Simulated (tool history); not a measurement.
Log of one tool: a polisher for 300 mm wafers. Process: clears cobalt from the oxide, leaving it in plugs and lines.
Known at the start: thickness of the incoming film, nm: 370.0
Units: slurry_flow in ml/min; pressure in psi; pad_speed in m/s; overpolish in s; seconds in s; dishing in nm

| run | day | slurry_flow | pressure | pad_speed | overpolish | seconds | dishing |
|---|---|---|---|---|---|---|---|
| 1 | 0.000 | 175 | 2.1 | 0.84 | 26 | 88.557 | 48.489 |
| 2 | 0.125 | 175 | 2.2 | 0.84 | 26 | 83.161 | 49.516 |
| 3 | 0.208 | 175 | 2.2 | 0.70 | 26 | 97.110 | 45.619 |
| 4 | 0.258 | 175 | 2.2 | 0.70 | 21 | 97.640 | 42.141 |
| 5 | 0.521 | 175 | 2.3 | 0.70 | 22 | 91.398 | 44.847 |
| 6 | 0.796 | 215 | 2.3 | 0.70 | 22 | 92.451 | 45.608 |

Run 7 comes next. What will it give?
| 7 | 0.988 | 215 | 2.4 | 0.70 | 22 | ? | ? |

Run 7 gave seconds 85.491 s, dishing 46.238 nm.
